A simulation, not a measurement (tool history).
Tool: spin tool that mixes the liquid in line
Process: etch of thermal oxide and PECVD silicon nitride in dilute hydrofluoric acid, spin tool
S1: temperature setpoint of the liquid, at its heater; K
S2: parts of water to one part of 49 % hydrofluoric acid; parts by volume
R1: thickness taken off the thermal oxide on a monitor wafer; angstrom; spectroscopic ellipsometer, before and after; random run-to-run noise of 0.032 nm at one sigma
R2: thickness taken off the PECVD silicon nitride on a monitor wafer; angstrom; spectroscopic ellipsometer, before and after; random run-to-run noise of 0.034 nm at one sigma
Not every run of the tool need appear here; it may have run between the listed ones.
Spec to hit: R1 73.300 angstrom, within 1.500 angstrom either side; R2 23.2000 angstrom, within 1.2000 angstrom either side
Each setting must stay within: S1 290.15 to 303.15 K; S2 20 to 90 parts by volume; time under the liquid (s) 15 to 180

Run 1, hour 0.0: S1 295.15 K, S2 50 parts by volume, time under the liquid (s) 90. Result: R1 87.445 angstrom, R2 25.5360 angstrom.
Run 2, hour 2.9: S1 295.15 K, S2 45 parts by volume, time under the liquid (s) 90. Result: R1 97.016 angstrom, R2 27.6190 angstrom.
Run 3, hour 10.8: S1 295.15 K, S2 50 parts by volume, time under the liquid (s) 90. Result: R1 87.000 angstrom, R2 25.7050 angstrom.
Run 4, hour 19.6: S1 295.15 K, S2 50 parts by volume, time under the liquid (s) 50. Result: R1 48.616 angstrom, R2 14.2740 angstrom.
Run 5, hour 23.3: S1 295.15 K, S2 50 parts by volume, time under the liquid (s) 25. Result: R1 24.276 angstrom, R2 7.1640 angstrom.
Run 6, hour 25.8: S1 291.65 K, S2 50 parts by volume, time under the liquid (s) 25. Result: R1 20.852 angstrom, R2 5.6689 angstrom.
Run 7, hour 31.0: S1 291.65 K, S2 50 parts by volume, time under the liquid (s) 25. Result: R1 20.801 angstrom, R2 5.4752 angstrom.
Run 8, hour 33.9: S1 294.65 K, S2 40 parts by volume, time under the liquid (s) 25. Result: R1 29.869 angstrom, R2 8.5996 angstrom.
Run 9, hour 39.9: S1 296.65 K, S2 35 parts by volume, time under the liquid (s) 30. Result: R1 44.733 angstrom, R2 13.1430 angstrom.
Run 10, hour 46.0: S1 298.15 K, S2 35 parts by volume, time under the liquid (s) 30. Result: R1 47.633 angstrom, R2 14.6580 angstrom.
Run 11, hour 51.8: S1 298.15 K, S2 35 parts by volume, time under the liquid (s) 30. Result: R1 47.397 angstrom, R2 14.3100 angstrom.
Run 12, hour 53.5: S1 299.65 K, S2 30 parts by volume, time under the liquid (s) 30. Result: R1 59.720 angstrom, R2 19.1950 angstrom.
Run 13, hour 60.2: S1 300.15 K, S2 30 parts by volume, time under the liquid (s) 30. Result: R1 60.883 angstrom, R2 20.0590 angstrom.

Pick the move, out of 4, that brings all results within their allowed miss; only one does.
Run A, hour 66.9: S1 301.15 K, S2 35 parts by volume, time under the liquid (s) 30. Result: R1 ?, R2 ?.
Run B, hour 66.9: S1 298.15 K, S2 45 parts by volume, time under the liquid (s) 60. Result: R1 ?, R2 ?.
Run C, hour 66.9: S1 300.65 K, S2 35 parts by volume, time under the liquid (s) 40. Result: R1 ?, R2 ?.
Run D, hour 66.9: S1 300.65 K, S2 40 parts by volume, time under the liquid (s) 45. Result: R1 ?, R2 ?.

move      R1       R2
   A  54.067  18.3480
   B  73.380  23.5080
   C  70.644  23.6680
   D  69.031  23.3690
A: moves away from the targets compared with the last run
B: all results land within tolerance of their targets
C: nearer the targets than the last run, but a result is still out of spec
D: nearer the targets than the last run, but a result is still out of spec
Move B is the one to make.
